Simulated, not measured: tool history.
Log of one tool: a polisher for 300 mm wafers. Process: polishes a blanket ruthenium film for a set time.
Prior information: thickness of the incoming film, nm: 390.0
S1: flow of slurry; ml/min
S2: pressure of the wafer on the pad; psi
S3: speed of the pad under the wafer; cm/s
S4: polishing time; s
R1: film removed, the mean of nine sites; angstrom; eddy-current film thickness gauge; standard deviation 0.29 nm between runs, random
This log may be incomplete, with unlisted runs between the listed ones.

run,hour,S1,S2,S3,S4,R1
1,0,310,1.9,110,32,445.05
2,7.5,310,1.8,110,32,424.37
3,10,310,2.2,110,32,512.47
4,13.8,310,2.2,110,29,464.99
5,14.9,310,2.6,110,29,528.56
6,16.1,310,2.6,120,29,561.08
7,20,310,2.3,118,29,499.3
8,26.6,310,2.1,118,29,469.52

Predict the results of run 9:
9,30.7,310,1.9,118,29,?

Run 9 yielded R1 423.33 angstrom.
